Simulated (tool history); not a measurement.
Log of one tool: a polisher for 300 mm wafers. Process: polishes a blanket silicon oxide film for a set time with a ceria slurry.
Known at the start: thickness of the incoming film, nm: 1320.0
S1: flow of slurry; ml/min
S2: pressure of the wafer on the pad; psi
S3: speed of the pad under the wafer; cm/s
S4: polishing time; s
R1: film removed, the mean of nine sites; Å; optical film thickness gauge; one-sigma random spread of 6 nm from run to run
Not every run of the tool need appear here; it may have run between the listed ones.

run  hour   S1   S2   S3  S4      R1
  1     0  300  3.3  142  86  4543.3
  2   4.1  330  3.3  142  86    4570
  3   9.2  330  3.3  158  86  5033.1
  4  12.4  330  3.3  158  86  4995.1
  5  18.1  330  3.7  158  86  5655.4
  6  26.4  330    4  158  86  6066.1
  7  27.3  330  4.2  158  86  6361.1

What will run 8 give?
  8  28.3  330  4.4  158  86   ?

Run 8 came out at R1 6708.1 Å.
